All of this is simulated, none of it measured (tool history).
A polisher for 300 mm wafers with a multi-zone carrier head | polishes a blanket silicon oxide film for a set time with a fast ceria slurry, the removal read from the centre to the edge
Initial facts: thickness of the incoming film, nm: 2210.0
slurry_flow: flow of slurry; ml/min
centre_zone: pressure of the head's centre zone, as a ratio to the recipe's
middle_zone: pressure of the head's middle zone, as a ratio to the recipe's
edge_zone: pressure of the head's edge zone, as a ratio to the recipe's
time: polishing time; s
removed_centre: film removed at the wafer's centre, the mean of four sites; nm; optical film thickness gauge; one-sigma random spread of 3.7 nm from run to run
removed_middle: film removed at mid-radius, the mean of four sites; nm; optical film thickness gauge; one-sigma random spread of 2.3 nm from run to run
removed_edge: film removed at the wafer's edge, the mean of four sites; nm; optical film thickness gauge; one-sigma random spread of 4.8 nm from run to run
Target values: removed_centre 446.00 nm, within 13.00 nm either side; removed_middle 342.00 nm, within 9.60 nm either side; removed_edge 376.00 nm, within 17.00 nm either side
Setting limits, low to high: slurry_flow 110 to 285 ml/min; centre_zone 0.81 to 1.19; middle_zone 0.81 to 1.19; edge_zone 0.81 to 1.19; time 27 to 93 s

run  hour  slurry_flow  centre_zone  middle_zone  edge_zone  time  removed_centre  removed_middle  removed_edge
  1   0.0          180         1.00         1.00       1.00    59          688.75          675.73        687.70
  2   7.5          175         1.02         0.97       0.97    54          639.41          597.65        615.94
  3  13.5          170         1.03         0.94       0.95    50          601.70          550.44        573.25
  4  22.0          170         1.03         0.94       0.95    43          506.79          464.91        486.78
  5  24.6          170         1.03         0.94       0.95    50          590.94          545.11        569.00
  6  27.7          170         1.03         0.94       0.95    38          455.88          416.40        427.11
  7  33.5          170         1.05         0.92       0.95    37          454.33          398.58        406.98
  8  35.9          165         1.06         0.90       0.96    37          454.06          393.54        418.62

Of the 4 settings listed for the next run, only one would bring every result within its allowed miss of target. Which one?
  A  38.3          165         0.96         0.97       1.01    41               ?               ?             ?
  B  38.3          175         1.18         0.81       0.99    32               ?               ?             ?
  C  38.3          195         1.19         0.89       1.02    32               ?               ?             ?
  D  38.3          185         0.97         0.99       0.98    40               ?               ?             ?

move  removed_centre  removed_middle  removed_edge
   A          458.74          458.20        481.61
   B          444.49          322.67        375.14
   C          455.78          346.33        384.36
   D          460.40          460.03        468.39
A: misses by more than the last run did
B: the result that was furthest off in the last run now lies on the other side of its target
C: all results land within tolerance of their targets
D: misses by more than the last run did
The right move is C.
